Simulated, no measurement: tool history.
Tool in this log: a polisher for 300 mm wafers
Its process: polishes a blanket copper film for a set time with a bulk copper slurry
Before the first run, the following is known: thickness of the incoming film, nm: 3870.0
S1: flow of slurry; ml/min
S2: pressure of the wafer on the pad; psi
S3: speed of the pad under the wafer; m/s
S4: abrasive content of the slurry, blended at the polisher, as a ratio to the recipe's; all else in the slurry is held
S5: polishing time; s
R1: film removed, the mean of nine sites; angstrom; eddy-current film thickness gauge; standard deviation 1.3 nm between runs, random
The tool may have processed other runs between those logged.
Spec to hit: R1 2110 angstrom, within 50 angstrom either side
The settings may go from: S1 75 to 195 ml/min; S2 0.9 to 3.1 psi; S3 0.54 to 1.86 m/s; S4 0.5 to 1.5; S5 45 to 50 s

Run 1, hour 0: S1 125 ml/min, S2 2 psi, S3 1.18 m/s, S4 1, S5 50 s. Result: R1 4556.2 angstrom.
Run 2, hour 2.3: S1 125 ml/min, S2 2 psi, S3 1.18 m/s, S4 1.2, S5 50 s. Result: R1 4636.5 angstrom.
Run 3, hour 3.5: S1 120 ml/min, S2 1.8 psi, S3 1.14 m/s, S4 1.2, S5 50 s. Result: R1 4064.3 angstrom.
Run 4, hour 12.3: S1 115 ml/min, S2 1.6 psi, S3 1.1 m/s, S4 1.2, S5 50 s. Result: R1 3490.7 angstrom.
Run 5, hour 15.6: S1 115 ml/min, S2 1.6 psi, S3 1.2 m/s, S4 1.2, S5 50 s. Result: R1 3773.5 angstrom.
Run 6, hour 22.1: S1 115 ml/min, S2 1.6 psi, S3 1.2 m/s, S4 1.4, S5 50 s. Result: R1 3830.7 angstrom.
Run 7, hour 22.7: S1 115 ml/min, S2 1.6 psi, S3 1.2 m/s, S4 1.4, S5 50 s. Result: R1 3877.7 angstrom.
Run 8, hour 28.8: S1 110 ml/min, S2 1.5 psi, S3 1.16 m/s, S4 1.4, S5 50 s. Result: R1 3463.6 angstrom.
Run 9, hour 31.5: S1 105 ml/min, S2 1.4 psi, S3 1.14 m/s, S4 1.4, S5 50 s. Result: R1 3192.7 angstrom.
Run 10, hour 40.4: S1 80 ml/min, S2 0.9 psi, S3 0.98 m/s, S4 1.4, S5 50 s. Result: R1 1663.3 angstrom.
Run 11, hour 42.8: S1 90 ml/min, S2 0.9 psi, S3 0.98 m/s, S4 1.4, S5 50 s. Result: R1 1724.3 angstrom.
Run 12, hour 49.2: S1 100 ml/min, S2 0.9 psi, S3 0.98 m/s, S4 1.4, S5 50 s. Result: R1 1768.1 angstrom.
Run 13, hour 57.7: S1 110 ml/min, S2 0.9 psi, S3 0.98 m/s, S4 1.4, S5 50 s. Result: R1 1832.5 angstrom.
Run 14, hour 63.3: S1 120 ml/min, S2 0.9 psi, S3 0.98 m/s, S4 1.4, S5 50 s. Result: R1 1855.9 angstrom.
Run 15, hour 69.2: S1 130 ml/min, S2 0.9 psi, S3 0.98 m/s, S4 1.4, S5 50 s. Result: R1 1881.4 angstrom.
Run 16, hour 69.9: S1 130 ml/min, S2 0.9 psi, S3 0.98 m/s, S4 1.4, S5 50 s. Result: R1 1893.3 angstrom.
Run 17, hour 77.5: S1 135 ml/min, S2 0.9 psi, S3 0.98 m/s, S4 1.4, S5 50 s. Result: R1 1902.9 angstrom.
Run 18, hour 80.7: S1 135 ml/min, S2 0.9 psi, S3 0.98 m/s, S4 1.4, S5 50 s. Result: R1 1914.9 angstrom.
Run 19, hour 83: S1 140 ml/min, S2 0.9 psi, S3 0.98 m/s, S4 1.4, S5 50 s. Result: R1 1926.2 angstrom.
Run 20, hour 86.9: S1 175 ml/min, S2 1 psi, S3 0.98 m/s, S4 1.4, S5 50 s. Result: R1 2229.7 angstrom.
Run 21, hour 90.5: S1 170 ml/min, S2 1 psi, S3 0.98 m/s, S4 1.4, S5 50 s. Result: R1 2196 angstrom.
Run 22, hour 93.9: S1 165 ml/min, S2 1 psi, S3 0.98 m/s, S4 1.4, S5 50 s. Result: R1 2185 angstrom.
Run 23, hour 101.6: S1 155 ml/min, S2 1 psi, S3 0.98 m/s, S4 1.4, S5 50 s. Result: R1 2186.1 angstrom.

Below are 5 possible settings for the next run. Only one of them brings all results inside the allowed miss of their targets. Which is it?
Run A, hour 109.3: S1 185 ml/min, S2 1.2 psi, S3 0.84 m/s, S4 1.35, S5 49 s. Result: R1 ?.
Run B, hour 109.3: S1 175 ml/min, S2 1.1 psi, S3 0.94 m/s, S4 1.45, S5 47 s. Result: R1 ?.
Run C, hour 109.3: S1 140 ml/min, S2 1 psi, S3 1.1 m/s, S4 1.25, S5 45 s. Result: R1 ?.
Run D, hour 109.3: S1 105 ml/min, S2 0.9 psi, S3 1.2 m/s, S4 1.45, S5 45 s. Result: R1 ?.
Run E, hour 109.3: S1 175 ml/min, S2 0.9 psi, S3 1.06 m/s, S4 1.4, S5 46 s. Result: R1 ?.

move      R1
   A  2238.6
   B  2214.6
   C    2108
   D  1999.4
   E  2001.2
A: misses by more than the last run did
B: misses by more than the last run did
C: meets every target
D: takes the biggest miss from the last run beyond its target
E: takes the biggest miss from the last run beyond its target
Go with C: it meets all targets.
